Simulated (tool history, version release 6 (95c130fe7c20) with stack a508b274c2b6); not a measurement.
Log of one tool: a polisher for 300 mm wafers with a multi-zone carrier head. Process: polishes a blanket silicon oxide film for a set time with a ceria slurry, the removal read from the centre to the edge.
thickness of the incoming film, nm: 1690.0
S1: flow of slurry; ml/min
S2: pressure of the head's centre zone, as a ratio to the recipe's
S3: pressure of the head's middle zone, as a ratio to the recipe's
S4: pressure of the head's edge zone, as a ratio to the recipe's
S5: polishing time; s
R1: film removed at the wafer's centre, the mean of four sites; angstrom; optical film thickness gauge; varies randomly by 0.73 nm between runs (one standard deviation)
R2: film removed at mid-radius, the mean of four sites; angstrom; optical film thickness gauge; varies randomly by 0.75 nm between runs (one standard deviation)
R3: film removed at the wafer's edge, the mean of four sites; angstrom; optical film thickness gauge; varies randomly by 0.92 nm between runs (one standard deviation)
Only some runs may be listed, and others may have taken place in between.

| run | day | S1 | S2 | S3 | S4 | S5 | R1 | R2 | R3 |
|---|---|---|---|---|---|---|---|---|---|
| 1 | 0 | 250 | 1 | 1 | 1 | 35 | 1566 | 1653.8 | 1671.2 |
| 2 | 0.3 | 215 | 1 | 1 | 1 | 35 | 1524.2 | 1619.6 | 1653.7 |
| 3 | 0.575 | 215 | 0.97 | 0.98 | 0.97 | 31 | 1301.6 | 1402.8 | 1414.1 |
| 4 | 0.946 | 205 | 0.94 | 0.95 | 0.95 | 29 | 1170.8 | 1257.4 | 1312.5 |
| 5 | 1.133 | 205 | 0.94 | 0.95 | 0.9 | 29 | 1183.5 | 1269.2 | 1272.9 |
| 6 | 1.458 | 200 | 0.91 | 0.94 | 0.89 | 27 | 1052.7 | 1178.1 | 1163.7 |
| 7 | 1.533 | 195 | 0.89 | 0.92 | 0.88 | 26 | 988.94 | 1103.8 | 1125.4 |
| 8 | 1.675 | 195 | 0.88 | 0.91 | 0.87 | 25 | 928.99 | 1050.5 | 1085.6 |
| 9 | 1.879 | 190 | 0.86 | 0.89 | 0.81 | 21 | 764.67 | 860.02 | 878.92 |
| 10 | 2.2 | 205 | 0.86 | 0.9 | 0.83 | 21 | 773.92 | 885.09 | 897.46 |
|  | 2.4 | centre zone pressure recalibrated |
| 11 | 2.4 | 205 | 0.86 | 0.91 | 0.85 | 21 | 831.86 | 898.27 | 896.06 |
| 12 | 2.492 | 195 | 0.85 | 0.91 | 0.85 | 21 | 826.88 | 900.45 | 904.44 |
| 13 | 2.533 | 200 | 0.84 | 0.9 | 0.84 | 22 | 867.21 | 922.28 | 929.08 |

Run 14 comes next. What will it give?
| 14 | 2.583 | 190 | 0.85 | 0.9 | 0.85 | 22 | ? | ? | ? |

For run 14 the tool returned R1 863.18 angstrom, R2 916.8 angstrom, R3 921.72 angstrom.
